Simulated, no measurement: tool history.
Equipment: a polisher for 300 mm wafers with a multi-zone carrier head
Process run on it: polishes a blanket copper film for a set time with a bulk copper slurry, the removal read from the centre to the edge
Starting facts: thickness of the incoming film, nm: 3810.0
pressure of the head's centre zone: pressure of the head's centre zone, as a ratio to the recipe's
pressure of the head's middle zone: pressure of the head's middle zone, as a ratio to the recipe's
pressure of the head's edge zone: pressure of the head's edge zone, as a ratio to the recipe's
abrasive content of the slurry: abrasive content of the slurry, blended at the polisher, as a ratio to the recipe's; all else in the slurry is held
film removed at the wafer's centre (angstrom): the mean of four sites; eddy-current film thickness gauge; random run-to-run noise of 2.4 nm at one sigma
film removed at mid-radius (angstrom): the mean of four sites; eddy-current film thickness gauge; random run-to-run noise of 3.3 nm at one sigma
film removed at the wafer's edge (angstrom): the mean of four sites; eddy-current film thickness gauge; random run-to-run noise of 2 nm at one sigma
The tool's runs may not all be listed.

| run | day | flow of slurry (ml/min) | pressure of the head's centre zone | pressure of the head's middle zone | pressure of the head's edge zone | abrasive content of the slurry | polishing time (s) | film removed at the wafer's centre (angstrom) | film removed at mid-radius (angstrom) | film removed at the wafer's edge (angstrom) |
|---|---|---|---|---|---|---|---|---|---|---|
| 1 | 0.000 | 130 | 1.00 | 1.00 | 1.00 | 1.00 | 40 | 2547.2 | 2658.8 | 2622.2 |
| 2 | 0.188 | 120 | 1.00 | 1.00 | 1.00 | 1.00 | 40 | 2574.4 | 2574.3 | 2607.7 |
| 3 | 0.329 | 130 | 0.99 | 0.99 | 1.04 | 1.00 | 40 | 2613.6 | 2539.5 | 2645.1 |
| 4 | 0.646 | 130 | 0.99 | 0.99 | 1.04 | 0.80 | 40 | 2479.2 | 2436.6 | 2545.6 |
| 5 | 0.775 | 140 | 0.95 | 1.01 | 1.08 | 0.90 | 40 | 2476.9 | 2613.4 | 2668.8 |
| 6 | 0.808 | 140 | 0.95 | 1.01 | 1.08 | 0.95 | 40 | 2525.3 | 2615.3 | 2698.7 |
| 7 | 1.150 | 145 | 0.92 | 1.02 | 1.11 | 1.00 | 40 | 2431.8 | 2733.7 | 2743.5 |

Run 8, settings as shown, results not yet in. Your forecast:
| 8 | 1.296 | 150 | 0.92 | 1.01 | 1.13 | 1.05 | 40 | ? | ? | ? |

film removed at the wafer's centre (angstrom): 2483.9
film removed at mid-radius (angstrom): 2662.1
film removed at the wafer's edge (angstrom): 2884.3
